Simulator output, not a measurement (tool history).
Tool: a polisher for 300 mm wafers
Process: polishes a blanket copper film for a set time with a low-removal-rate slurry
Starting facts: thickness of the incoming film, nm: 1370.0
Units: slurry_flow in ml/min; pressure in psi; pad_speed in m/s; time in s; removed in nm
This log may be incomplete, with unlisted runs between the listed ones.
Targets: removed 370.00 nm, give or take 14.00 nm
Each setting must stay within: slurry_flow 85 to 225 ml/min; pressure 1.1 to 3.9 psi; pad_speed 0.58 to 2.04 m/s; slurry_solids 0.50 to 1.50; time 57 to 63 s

{"run": 1, "hour": 0.0, "slurry_flow": 145, "pressure": 2.5, "pad_speed": 1.3, "slurry_solids": 1.0, "time": 63, "removed": 198.5}
{"run": 2, "hour": 2.4, "slurry_flow": 150, "pressure": 2.9, "pad_speed": 1.32, "slurry_solids": 1.0, "time": 63, "removed": 237.81}
{"run": 3, "hour": 8.5, "slurry_flow": 155, "pressure": 3.2, "pad_speed": 1.32, "slurry_solids": 1.0, "time": 63, "removed": 266.29}
{"run": 4, "hour": 14.3, "slurry_flow": 155, "pressure": 3.2, "pad_speed": 1.32, "slurry_solids": 1.2, "time": 63, "removed": 274.18}
{"run": 5, "hour": 21.0, "slurry_flow": 160, "pressure": 3.4, "pad_speed": 1.32, "slurry_solids": 1.2, "time": 63, "removed": 289.31}
{"run": 6, "hour": 25.4, "slurry_flow": 160, "pressure": 3.5, "pad_speed": 1.34, "slurry_solids": 1.2, "time": 63, "removed": 301.34}
{"run": 7, "hour": 29.7, "slurry_flow": 160, "pressure": 3.6, "pad_speed": 1.36, "slurry_solids": 1.2, "time": 63, "removed": 316.8}
{"run": 8, "hour": 38.1, "slurry_flow": 160, "pressure": 3.7, "pad_speed": 1.38, "slurry_solids": 1.2, "time": 63, "removed": 331.84}
{"run": 9, "hour": 46.3, "slurry_flow": 160, "pressure": 3.8, "pad_speed": 1.4, "slurry_solids": 1.2, "time": 63, "removed": 346.65}
{"run": 10, "hour": 49.7, "slurry_flow": 160, "pressure": 3.8, "pad_speed": 1.4, "slurry_solids": 1.2, "time": 63, "removed": 342.46}

Of the 4 settings listed for the next run, only one would bring every result within its allowed miss of target. Which one?
{"run": "A", "hour": 53.1, "slurry_flow": 145, "pressure": 3.9, "pad_speed": 1.36, "slurry_solids": 1.15, "time": 63, "removed": "?"}
{"run": "B", "hour": 53.1, "slurry_flow": 155, "pressure": 3.9, "pad_speed": 1.38, "slurry_solids": 1.3, "time": 61, "removed": "?"}
{"run": "C", "hour": 53.1, "slurry_flow": 125, "pressure": 3.9, "pad_speed": 1.56, "slurry_solids": 1.25, "time": 62, "removed": "?"}
{"run": "D", "hour": 53.1, "slurry_flow": 185, "pressure": 3.7, "pad_speed": 1.4, "slurry_solids": 1.2, "time": 61, "removed": "?"}

move=A removed=329.79
move=B removed=337.56
move=C removed=366.41
move=D removed=328.56
A: its largest miss is bigger than the last run's
B: its largest miss is bigger than the last run's
C: meets every target
D: its largest miss is bigger than the last run's
Answer: C
